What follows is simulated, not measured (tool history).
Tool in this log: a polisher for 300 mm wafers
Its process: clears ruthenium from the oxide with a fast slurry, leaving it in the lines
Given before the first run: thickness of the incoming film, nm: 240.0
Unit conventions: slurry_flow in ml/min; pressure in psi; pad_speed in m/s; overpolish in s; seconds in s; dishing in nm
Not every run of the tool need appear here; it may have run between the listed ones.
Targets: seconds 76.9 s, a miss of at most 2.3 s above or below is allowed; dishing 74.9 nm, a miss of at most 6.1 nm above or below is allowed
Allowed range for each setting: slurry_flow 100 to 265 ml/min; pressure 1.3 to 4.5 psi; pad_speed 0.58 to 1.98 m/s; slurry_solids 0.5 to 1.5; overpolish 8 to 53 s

run  hour  slurry_flow  pressure  pad_speed  slurry_solids  overpolish  seconds  dishing
  1     0          170       2.9       1.28              1          27    48.06   86.974
  2   7.6          165       2.6       1.28              1          28   52.035   81.758
  3    14          165       2.6       1.28              1          19   51.919   64.263
  4  21.9          165       2.4       1.28              1          23   55.689   72.104
  5  26.8          180       2.4       1.28              1          23   54.248   70.854
  6  27.7          180       2.4       1.28           1.15          23   51.478   73.901
  7  35.8          175       2.2       1.28           1.15          25   55.469   73.508
  8  38.8          170         2       1.28           1.15          27   59.684   73.283
  9  40.9          165       1.9       1.28           1.15          29   62.169   74.586
 10  48.8          160       1.8       1.28           1.15          30   64.872   74.404
 11    50          135       1.3       1.28           1.15          36   82.548   73.378

Of the 4 settings listed for the next run, only one would bring every result within its allowed miss of target. Which one?
  A  51.2          150       1.7       1.08           1.25          46        ?        ?
  B  51.2          140       1.3       1.38            1.1          35        ?        ?
  C  51.2          115       1.4        1.3            1.3          44        ?        ?
  D  51.2          150       1.3       1.28            1.1          53        ?        ?

move  seconds  dishing
   A   75.828   89.835
   B   77.825   73.956
   C    77.01   86.591
   D   81.859   93.373
A: the furthest-off result lands on target, but another misses its tolerance
B: each result inside its tolerance
C: the furthest-off result lands on target, but another misses its tolerance
D: further off than the last run
B is the move that brings every result within its allowed miss.
